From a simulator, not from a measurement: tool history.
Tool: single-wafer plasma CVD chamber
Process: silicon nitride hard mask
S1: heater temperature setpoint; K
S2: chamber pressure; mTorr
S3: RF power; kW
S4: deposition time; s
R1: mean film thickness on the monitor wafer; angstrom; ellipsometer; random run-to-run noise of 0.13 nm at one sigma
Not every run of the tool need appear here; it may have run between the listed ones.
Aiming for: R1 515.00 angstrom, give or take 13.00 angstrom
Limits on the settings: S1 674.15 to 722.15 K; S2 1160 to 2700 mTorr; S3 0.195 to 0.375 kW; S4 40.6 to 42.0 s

Run 1, hour 0.0: S1 698.15 K, S2 1930 mTorr, S3 0.285 kW, S4 40.6 s. Result: R1 455.29 angstrom.
Run 2, hour 1.0: S1 703.15 K, S2 1930 mTorr, S3 0.285 kW, S4 40.6 s. Result: R1 455.81 angstrom.
Run 3, hour 6.9: S1 703.15 K, S2 1930 mTorr, S3 0.250 kW, S4 40.6 s. Result: R1 398.74 angstrom.
Run 4, hour 8.6: S1 703.15 K, S2 2050 mTorr, S3 0.250 kW, S4 40.6 s. Result: R1 404.78 angstrom.
Run 5, hour 16.2: S1 703.15 K, S2 2110 mTorr, S3 0.260 kW, S4 40.7 s. Result: R1 426.26 angstrom.
Run 6, hour 19.0: S1 703.15 K, S2 2180 mTorr, S3 0.270 kW, S4 40.8 s. Result: R1 446.99 angstrom.
Run 7, hour 19.8: S1 703.15 K, S2 2240 mTorr, S3 0.275 kW, S4 40.8 s. Result: R1 461.30 angstrom.
Run 8, hour 23.2: S1 703.15 K, S2 2310 mTorr, S3 0.280 kW, S4 40.8 s. Result: R1 473.07 angstrom.
Run 9, hour 30.6: S1 703.15 K, S2 2310 mTorr, S3 0.280 kW, S4 40.8 s. Result: R1 471.88 angstrom.
Run 10, hour 39.5: S1 703.15 K, S2 2360 mTorr, S3 0.285 kW, S4 40.8 s. Result: R1 484.01 angstrom.
Run 11, hour 46.9: S1 703.15 K, S2 2410 mTorr, S3 0.285 kW, S4 40.8 s. Result: R1 486.57 angstrom.
Run 12, hour 48.8: S1 703.15 K, S2 2450 mTorr, S3 0.285 kW, S4 40.8 s. Result: R1 488.06 angstrom.
Run 13, hour 49.9: S1 703.15 K, S2 2480 mTorr, S3 0.285 kW, S4 40.8 s. Result: R1 489.17 angstrom.

4 next moves are on the table. One of them brings every result within its allowed miss. Which?
Run A, hour 51.0: S1 699.15 K, S2 2220 mTorr, S3 0.280 kW, S4 40.6 s. Result: R1 ?.
Run B, hour 51.0: S1 703.15 K, S2 2380 mTorr, S3 0.280 kW, S4 40.6 s. Result: R1 ?.
Run C, hour 51.0: S1 705.15 K, S2 2560 mTorr, S3 0.295 kW, S4 41.2 s. Result: R1 ?.
Run D, hour 51.0: S1 704.15 K, S2 2300 mTorr, S3 0.275 kW, S4 40.6 s. Result: R1 ?.

move      R1
   A  464.89
   B  472.87
   C  512.74
   D  460.04
A: lands further from the targets than the last run did
B: lands further from the targets than the last run did
C: all results land within tolerance of their targets
D: lands further from the targets than the last run did
C meets every target.
